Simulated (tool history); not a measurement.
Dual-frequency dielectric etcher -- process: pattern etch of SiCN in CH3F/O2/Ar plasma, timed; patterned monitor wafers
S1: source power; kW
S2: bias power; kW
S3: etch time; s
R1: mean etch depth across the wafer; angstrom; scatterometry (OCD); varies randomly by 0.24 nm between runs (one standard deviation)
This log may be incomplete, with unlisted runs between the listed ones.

{"run": 1, "hour": 0.0, "S1": 0.49, "S2": 0.059, "S3": 141, "R1": 531.2}
{"run": 2, "hour": 4.1, "S1": 0.49, "S2": 0.059, "S3": 141, "R1": 531.12}
{"run": 3, "hour": 6.8, "S1": 0.49, "S2": 0.059, "S3": 147.5, "R1": 553.08}
{"run": 4, "hour": 11.7, "S1": 0.49, "S2": 0.059, "S3": 147.5, "R1": 554.89}
{"run": 5, "hour": 15.1, "S1": 0.53, "S2": 0.059, "S3": 147.5, "R1": 572.61}
{"run": 6, "hour": 19.6, "S1": 0.53, "S2": 0.059, "S3": 147.5, "R1": 574.61}
{"run": 7, "hour": 20.7, "S1": 0.49, "S2": 0.056, "S3": 146.5, "R1": 538.78}
{"run": 8, "hour": 25.3, "S1": 0.46, "S2": 0.054, "S3": 146, "R1": 509.02}

Forecast run 9:
{"run": 9, "hour": 33.0, "S1": 0.44, "S2": 0.053, "S3": 146, "R1": "?"}

Logged for run 9: R1 503.83 angstrom.
